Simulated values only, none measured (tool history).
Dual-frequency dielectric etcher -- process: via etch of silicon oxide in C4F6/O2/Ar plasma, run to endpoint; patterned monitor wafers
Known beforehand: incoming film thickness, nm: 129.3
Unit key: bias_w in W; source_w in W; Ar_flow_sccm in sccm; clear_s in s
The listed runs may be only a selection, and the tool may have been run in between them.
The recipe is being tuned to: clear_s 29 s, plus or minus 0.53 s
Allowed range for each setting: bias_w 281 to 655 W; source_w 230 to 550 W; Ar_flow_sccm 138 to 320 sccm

run  hour  bias_w  source_w  Ar_flow_sccm  clear_s
  1     0     468       390           229   26.414
  2   5.6     468       390           248   26.736
  3   9.7     468       420           248   25.793
  4  10.6     468       420           215   25.521
  5  14.9     530       420           215   23.752
  6  23.5     498       420           215   24.806
  7    26     472       420           215   25.187
  8  27.9     446       420           215   26.131
  9  35.7     429       420           215   27.042
 10  42.4     420       420           215   27.019
 11  44.5     409       420           215   27.222
 12  53.5     399       420           215   28.138
 13  61.2     395       420           215   28.068
 14  65.5     352       410           216   30.437
 15    70     358       410           216   30.066
 16  77.8     363       410           216   29.846
 17  82.7     399       420           215   27.841
 18  84.2     393       420           215   28.171
     90.4  -- bias power generator calibrated
 19  90.4     389       420           215    27.71
 20  93.6     382       420           215   27.648

Next run, 5 choices. One meets every target within its allowed miss, the rest don't. Which?
  A  96.8     417       410           274        ?
  B  96.8     355       370           181        ?
  C  96.8     363       420           232        ?
  D  96.8     383       360           229        ?
  E  96.8     310       470           235        ?

move  clear_s
   A    27.32
   B    30.49
   C   28.946
   D   29.974
   E   30.407
A: its largest miss is bigger than the last run's
B: moves the result that the last run missed by most past its target, out the other side
C: in spec on every target
D: moves the result that the last run missed by most past its target, out the other side
E: moves the result that the last run missed by most past its target, out the other side
Answer: C

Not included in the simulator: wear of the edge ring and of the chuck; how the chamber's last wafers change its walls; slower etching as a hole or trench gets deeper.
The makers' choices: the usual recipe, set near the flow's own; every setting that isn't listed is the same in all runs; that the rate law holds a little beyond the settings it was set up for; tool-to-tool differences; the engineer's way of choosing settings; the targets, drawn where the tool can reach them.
